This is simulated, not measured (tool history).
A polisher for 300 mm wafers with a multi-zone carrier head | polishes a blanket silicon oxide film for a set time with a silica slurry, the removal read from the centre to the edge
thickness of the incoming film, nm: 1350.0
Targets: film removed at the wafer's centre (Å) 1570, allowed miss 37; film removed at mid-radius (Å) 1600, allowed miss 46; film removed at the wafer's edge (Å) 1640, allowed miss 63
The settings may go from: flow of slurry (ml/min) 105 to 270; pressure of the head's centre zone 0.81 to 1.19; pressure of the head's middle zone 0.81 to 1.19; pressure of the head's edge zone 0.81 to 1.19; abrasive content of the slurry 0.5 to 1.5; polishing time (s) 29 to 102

run,day,flow of slurry (ml/min),pressure of the head's centre zone,pressure of the head's middle zone,pressure of the head's edge zone,abrasive content of the slurry,polishing time (s),film removed at the wafer's centre (Å),film removed at mid-radius (Å),film removed at the wafer's edge (Å)
1,0,175,1,1,1,1,65,2131.1,2264.7,2206
2,0.267,175,1,1.06,1,1,65,2132.1,2350.1,2224.4
3,0.55,170,0.99,1.03,0.98,0.95,65,2080.2,2199.9,2102.1
4,0.7,165,0.96,1.01,0.97,0.9,65,1938.6,2114.8,2032.4
5,0.779,160,0.95,0.98,0.95,0.85,65,1865.6,1996.9,1956.7
6,1.004,155,0.94,0.96,0.93,0.8,65,1765,1866.7,1853.1
7,1.142,155,0.94,0.96,0.93,0.8,65,1772.3,1827.5,1847.8
8,1.275,155,0.94,0.96,0.93,0.8,65,1761.5,1835.1,1838.1
9,1.479,150,0.93,0.95,0.91,0.8,65,1742.5,1850.8,1825.5
10,1.742,145,0.92,0.93,0.9,0.8,65,1707.1,1774.6,1794.3
11,2.054,140,0.91,0.92,0.89,0.8,65,1676.8,1763.4,1803.7
12,2.346,140,0.91,0.91,0.88,0.8,65,1682.7,1751.3,1780.8
13,2.717,135,0.91,0.9,0.87,0.8,65,1680.6,1726.8,1789.5
14,2.883,135,0.91,0.9,0.86,0.8,65,1647.8,1704.9,1764.6
15,3.242,135,0.91,0.9,0.85,0.8,65,1666.8,1716.6,1751.8
16,3.442,135,0.91,0.9,0.84,0.8,65,1686.7,1693.2,1757.2
17,3.746,130,0.9,0.91,0.82,0.75,65,1592,1669.9,1634.3

Which of these 5 next moves meets every target?
A,4.05,205,0.87,0.87,0.84,0.8,58,?,?,?
B,4.05,140,0.9,0.97,0.84,0.6,77,?,?,?
C,4.05,135,0.95,1.04,0.81,0.75,63,?,?,?
D,4.05,140,0.95,0.97,0.81,0.75,63,?,?,?
E,4.05,110,0.99,1.12,0.81,0.85,60,?,?,?

move,film removed at the wafer's centre (Å),film removed at mid-radius (Å),film removed at the wafer's edge (Å)
A,1576.5,1613.9,1622.9
B,1633.1,1799.3,1678.1
C,1622.6,1824.4,1580.7
D,1634.5,1731.9,1589.9
E,1643,1920.2,1580.2
A: meets every target
B: further off than the last run
C: further off than the last run
D: further off than the last run
E: further off than the last run
Move A is the one to make.

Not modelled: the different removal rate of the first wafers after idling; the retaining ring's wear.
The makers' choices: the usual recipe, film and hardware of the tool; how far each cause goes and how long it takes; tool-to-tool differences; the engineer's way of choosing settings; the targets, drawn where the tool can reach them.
